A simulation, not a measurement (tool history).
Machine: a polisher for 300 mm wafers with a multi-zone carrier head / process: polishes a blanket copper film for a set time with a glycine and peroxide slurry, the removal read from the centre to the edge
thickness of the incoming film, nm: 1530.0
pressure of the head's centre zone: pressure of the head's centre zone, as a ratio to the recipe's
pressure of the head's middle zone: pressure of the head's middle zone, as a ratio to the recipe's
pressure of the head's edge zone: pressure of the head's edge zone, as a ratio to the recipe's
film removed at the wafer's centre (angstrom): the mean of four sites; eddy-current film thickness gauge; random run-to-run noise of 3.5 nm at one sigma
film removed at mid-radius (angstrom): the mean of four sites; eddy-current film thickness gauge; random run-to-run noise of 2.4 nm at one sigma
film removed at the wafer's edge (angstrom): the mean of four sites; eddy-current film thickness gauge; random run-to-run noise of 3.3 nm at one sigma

| run | hour | flow of slurry (ml/min) | pressure of the head's centre zone | pressure of the head's middle zone | pressure of the head's edge zone | polishing time (s) | film removed at the wafer's centre (angstrom) | film removed at mid-radius (angstrom) | film removed at the wafer's edge (angstrom) |
|---|---|---|---|---|---|---|---|---|---|
| 1 | 0 | 305 | 1 | 1 | 1 | 61 | 4099.8 | 4019.1 | 4059.1 |
| 2 | 7.8 | 305 | 1 | 0.96 | 1 | 61 | 4127 | 3903.7 | 4152 |
| 3 | 10.6 | 300 | 1.02 | 0.93 | 0.98 | 54 | 3742.8 | 3374.4 | 3605.3 |
| 4 | 14 | 300 | 1.02 | 0.88 | 0.98 | 54 | 3605.9 | 3125.2 | 3616.3 |
| 5 | 22.5 | 275 | 1.02 | 0.88 | 0.98 | 54 | 3668.6 | 3172.6 | 3599 |
| 6 | 26.3 | 275 | 1.1 | 0.88 | 0.98 | 54 | 3937.9 | 3184.1 | 3594.4 |
| 7 | 33.5 | 275 | 1.1 | 0.88 | 0.98 | 54 | 4001.1 | 3210.4 | 3635.6 |

Run 8 is up next; what results do you expect?
| 8 | 37.6 | 275 | 1.1 | 0.86 | 0.97 | 50 | ? | ? | ? |

{"run 8": {"film removed at the wafer's centre (angstrom)": 3682.1, "film removed at mid-radius (angstrom)": 2899.9, "film removed at the wafer's edge (angstrom)": 3243.4}}

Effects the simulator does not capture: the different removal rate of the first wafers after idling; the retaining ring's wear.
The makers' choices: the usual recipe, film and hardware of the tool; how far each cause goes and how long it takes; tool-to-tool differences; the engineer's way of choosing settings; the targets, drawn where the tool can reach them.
